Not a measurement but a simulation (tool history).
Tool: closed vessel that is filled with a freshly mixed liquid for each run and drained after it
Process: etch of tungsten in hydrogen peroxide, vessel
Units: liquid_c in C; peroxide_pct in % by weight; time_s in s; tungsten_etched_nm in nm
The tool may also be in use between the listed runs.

run	day	liquid_c	peroxide_pct	time_s	tungsten_etched_nm
1	0.000	49.0	18.5	30	53.126
2	0.142	51.0	18.5	30	59.487
3	0.183	51.0	18.5	30	58.732
4	0.258	46.5	18.5	30	45.051
5	0.379	52.5	18.5	30	64.228
6	0.567	52.5	18.5	30	65.396
7	0.900	53.5	18.5	30	69.643
8	1.104	54.5	18.5	30	73.558
9	1.412	55.5	18.5	30	77.820
10	1.604	56.0	18.5	30	80.769
11	1.821	56.5	18.5	30	83.223
12	1.958	57.0	18.5	30	84.503

Forecast run 13:
13	2.054	57.5	18.5	30	?

tungsten_etched_nm: 86.802 nm
